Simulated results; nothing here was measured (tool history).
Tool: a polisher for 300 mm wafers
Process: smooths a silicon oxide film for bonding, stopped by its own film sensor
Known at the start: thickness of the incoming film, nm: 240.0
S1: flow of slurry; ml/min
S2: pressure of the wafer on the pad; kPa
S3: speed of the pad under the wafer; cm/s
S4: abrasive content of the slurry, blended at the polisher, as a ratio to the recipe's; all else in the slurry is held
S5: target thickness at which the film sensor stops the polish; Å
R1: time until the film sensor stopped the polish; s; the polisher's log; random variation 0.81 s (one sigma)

| run | day | S1 | S2 | S3 | S4 | S5 | R1 |
|---|---|---|---|---|---|---|---|
| 1 | 0 | 135 | 18.6 | 70 | 1 | 1800 | 93.152 |
| 2 | 0.208 | 135 | 17.2 | 70 | 1 | 1800 | 100.04 |
| 3 | 0.45 | 145 | 17.2 | 70 | 1 | 1800 | 98.86 |
| 4 | 0.5 | 165 | 17.2 | 70 | 1 | 1800 | 97.081 |
| 5 | 0.742 | 175 | 17.2 | 70 | 1 | 1800 | 94.358 |
| 6 | 1.017 | 180 | 18.6 | 70 | 1 | 1800 | 87.991 |
| 7 | 1.362 | 180 | 19.3 | 70 | 1 | 1800 | 86.464 |
| 8 | 1.675 | 180 | 20 | 70 | 1 | 1800 | 84.155 |

Run 9 comes next. What will it give?
| 9 | 1.838 | 180 | 20.7 | 70 | 1 | 1800 | ? |

Run 9 gave R1 81.787 s.
